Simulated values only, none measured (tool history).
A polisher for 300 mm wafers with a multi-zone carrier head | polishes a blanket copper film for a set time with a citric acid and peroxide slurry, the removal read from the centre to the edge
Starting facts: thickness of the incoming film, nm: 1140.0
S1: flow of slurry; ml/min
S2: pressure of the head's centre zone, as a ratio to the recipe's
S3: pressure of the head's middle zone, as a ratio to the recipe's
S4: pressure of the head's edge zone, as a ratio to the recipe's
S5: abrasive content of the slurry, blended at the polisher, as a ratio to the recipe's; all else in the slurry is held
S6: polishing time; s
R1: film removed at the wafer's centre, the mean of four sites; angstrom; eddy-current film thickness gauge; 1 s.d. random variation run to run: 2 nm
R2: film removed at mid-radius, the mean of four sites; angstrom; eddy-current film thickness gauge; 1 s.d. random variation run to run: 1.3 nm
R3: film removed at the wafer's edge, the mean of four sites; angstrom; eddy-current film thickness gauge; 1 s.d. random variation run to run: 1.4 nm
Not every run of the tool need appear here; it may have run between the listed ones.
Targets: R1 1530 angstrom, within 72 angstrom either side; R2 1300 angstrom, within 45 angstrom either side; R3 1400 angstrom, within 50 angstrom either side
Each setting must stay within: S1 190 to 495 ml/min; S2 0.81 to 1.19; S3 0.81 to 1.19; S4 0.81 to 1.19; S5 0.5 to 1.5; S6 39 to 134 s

| run | hour | S1 | S2 | S3 | S4 | S5 | S6 | R1 | R2 | R3 |
|---|---|---|---|---|---|---|---|---|---|---|
| 1 | 0 | 320 | 1 | 1 | 1 | 1 | 86 | 2001.9 | 2037.4 | 1992.4 |
| 2 | 2.4 | 320 | 1 | 1 | 1 | 1.1 | 86 | 2071.7 | 2062.4 | 2039.4 |
| 3 | 4.6 | 315 | 1.02 | 0.96 | 0.98 | 0.95 | 81 | 1875.4 | 1810.5 | 1879 |
| 4 | 12.6 | 315 | 0.96 | 0.96 | 0.98 | 0.95 | 81 | 1791.5 | 1807.2 | 1863.3 |
| 5 | 19.1 | 315 | 0.91 | 0.96 | 0.98 | 0.95 | 81 | 1695.6 | 1829 | 1850.6 |
| 6 | 22 | 320 | 0.96 | 0.95 | 0.95 | 0.85 | 76 | 1616.4 | 1669.1 | 1674.6 |
| 7 | 24.2 | 325 | 1 | 0.92 | 0.92 | 0.75 | 74 | 1626 | 1568.1 | 1580 |
| 8 | 29.2 | 320 | 1.01 | 0.89 | 0.91 | 0.7 | 73 | 1607.9 | 1460.1 | 1548.9 |
| 9 | 38 | 320 | 1.01 | 0.88 | 0.89 | 0.65 | 73 | 1615.4 | 1442.4 | 1525.5 |
| 10 | 43.2 | 320 | 1.01 | 0.87 | 0.88 | 0.6 | 72 | 1594.7 | 1383.1 | 1492.5 |
| 11 | 51.9 | 320 | 1.01 | 0.87 | 0.87 | 0.55 | 72 | 1552.5 | 1377 | 1438.1 |
| 12 | 59.2 | 315 | 1.01 | 0.86 | 0.86 | 0.55 | 72 | 1551.3 | 1346.7 | 1435.9 |
| 13 | 65.9 | 310 | 1.01 | 0.86 | 0.85 | 0.55 | 72 | 1488.8 | 1363.6 | 1425.3 |

Pick the move, out of 5, that brings all results within their allowed miss; only one does.
| A | 72.6 | 355 | 1.08 | 0.81 | 0.98 | 0.5 | 66 | ? | ? | ? |
| B | 72.6 | 315 | 1.11 | 0.87 | 0.84 | 0.5 | 65 | ? | ? | ? |
| C | 72.6 | 365 | 1 | 0.82 | 0.84 | 0.9 | 65 | ? | ? | ? |
| D | 72.6 | 315 | 1.03 | 0.96 | 0.81 | 0.5 | 72 | ? | ? | ? |
| E | 72.6 | 360 | 0.88 | 0.81 | 0.88 | 0.55 | 75 | ? | ? | ? |

| move | R1 | R2 | R3 |
|---|---|---|---|
| A | 1512.1 | 1188.7 | 1379.4 |
| B | 1512.4 | 1221.2 | 1253.5 |
| C | 1513.6 | 1297.9 | 1388.4 |
| D | 1554.6 | 1459.1 | 1365 |
| E | 1418.8 | 1372.5 | 1512.6 |
A: pushes the last run's worst result past its target
B: pushes the last run's worst result past its target
C: each result inside its tolerance
D: lands further from the targets than the last run did
E: lands further from the targets than the last run did
So the answer is move C, the one that meets all the targets.

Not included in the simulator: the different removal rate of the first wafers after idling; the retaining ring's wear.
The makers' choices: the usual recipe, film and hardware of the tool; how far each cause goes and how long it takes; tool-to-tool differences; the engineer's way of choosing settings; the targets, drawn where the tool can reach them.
